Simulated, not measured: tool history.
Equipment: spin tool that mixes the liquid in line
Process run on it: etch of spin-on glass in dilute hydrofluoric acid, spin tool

| run | hour | temperature setpoint of the liquid (C) | parts of water to one part of 49 % hydrofluoric acid (parts by volume) | time under the liquid (s) | thickness taken off the spin-on glass on a monitor wafer (nm) |
|---|---|---|---|---|---|
| 1 | 0.0 | 22.0 | 250 | 315 | 31.593 |
| 2 | 5.8 | 22.0 | 280 | 315 | 27.603 |
| 3 | 12.2 | 21.5 | 285 | 315 | 26.549 |
| 4 | 13.6 | 21.5 | 285 | 340 | 28.640 |
| 5 | 22.4 | 24.5 | 285 | 340 | 31.752 |
| 6 | 24.0 | 24.5 | 215 | 340 | 45.142 |
| 7 | 24.9 | 24.0 | 230 | 340 | 40.838 |
| 8 | 32.9 | 23.5 | 245 | 340 | 36.853 |

For run 9, what comes out?
| 9 | 40.8 | 23.0 | 255 | 340 | ? |

Run 9 produced thickness taken off the spin-on glass on a monitor wafer (nm) 34.563.

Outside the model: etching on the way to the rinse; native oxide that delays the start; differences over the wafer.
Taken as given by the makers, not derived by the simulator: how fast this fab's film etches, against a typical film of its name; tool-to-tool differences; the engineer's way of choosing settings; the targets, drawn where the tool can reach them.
